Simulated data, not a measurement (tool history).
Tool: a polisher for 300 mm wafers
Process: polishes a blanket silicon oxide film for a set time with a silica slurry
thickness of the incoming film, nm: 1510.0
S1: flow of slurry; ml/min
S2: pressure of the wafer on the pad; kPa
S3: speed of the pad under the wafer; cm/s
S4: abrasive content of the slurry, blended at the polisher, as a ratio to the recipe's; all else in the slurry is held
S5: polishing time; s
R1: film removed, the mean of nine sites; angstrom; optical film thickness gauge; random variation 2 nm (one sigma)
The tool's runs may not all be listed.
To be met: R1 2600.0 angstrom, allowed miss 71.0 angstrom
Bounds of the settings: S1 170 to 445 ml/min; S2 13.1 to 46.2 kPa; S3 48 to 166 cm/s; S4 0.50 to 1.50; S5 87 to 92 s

run,day,S1,S2,S3,S4,S5,R1
1,0.000,285,29.6,106,1.00,87,3080.6
2,0.342,285,29.0,106,1.00,87,3041.6
3,0.604,285,28.3,106,1.00,87,3016.3
4,0.692,320,28.3,106,1.00,87,3081.0
5,0.942,320,21.4,106,1.00,87,2368.4
6,1.171,325,21.4,106,1.00,87,2391.2
7,1.504,330,21.4,106,1.00,87,2386.6
8,1.558,335,21.4,106,1.00,87,2401.3
9,1.762,340,21.4,106,1.00,87,2360.4
10,1.996,340,22.8,106,1.00,87,2484.1

Which of these 4 next moves meets every target?
A,2.229,370,24.1,82,1.05,92,?
B,2.229,405,16.5,138,1.15,90,?
C,2.229,320,24.8,112,0.90,88,?
D,2.229,365,22.8,114,1.00,92,?

move,R1
A,2314.9
B,2557.2
C,2733.0
D,2808.9
A: further off than the last run
B: meets every target
C: takes the result that was furthest off past its target
D: takes the result that was furthest off past its target
The right move is B.

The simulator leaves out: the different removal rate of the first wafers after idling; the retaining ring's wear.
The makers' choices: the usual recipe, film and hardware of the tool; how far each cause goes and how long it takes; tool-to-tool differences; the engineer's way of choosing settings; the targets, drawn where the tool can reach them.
